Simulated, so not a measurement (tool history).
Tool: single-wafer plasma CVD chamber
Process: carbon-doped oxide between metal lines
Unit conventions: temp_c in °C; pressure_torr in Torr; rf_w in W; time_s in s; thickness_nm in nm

Run 1, hour 0.0: temp_c 375 °C, pressure_torr 3.62 Torr, rf_w 540 W, time_s 20.7 s. Result: thickness_nm 105.04 nm.
Run 2, hour 3.8: temp_c 375 °C, pressure_torr 3.62 Torr, rf_w 595 W, time_s 20.7 s. Result: thickness_nm 111.92 nm.
Run 3, hour 7.0: temp_c 375 °C, pressure_torr 3.62 Torr, rf_w 645 W, time_s 20.7 s. Result: thickness_nm 117.96 nm.
Run 4, hour 14.0: temp_c 375 °C, pressure_torr 3.62 Torr, rf_w 645 W, time_s 19.7 s. Result: thickness_nm 112.66 nm.
Run 5, hour 18.3: temp_c 376 °C, pressure_torr 3.51 Torr, rf_w 630 W, time_s 19.7 s. Result: thickness_nm 110.24 nm.
Run 6, hour 27.1: temp_c 386 °C, pressure_torr 3.51 Torr, rf_w 630 W, time_s 19.7 s. Result: thickness_nm 107.68 nm.

Run 7 has not been measured yet. What should we expect?
Run 7, hour 31.0: temp_c 387 °C, pressure_torr 3.42 Torr, rf_w 620 W, time_s 19.7 s. Result: thickness_nm ?.

For run 7 the tool returned thickness_nm 106.41 nm.
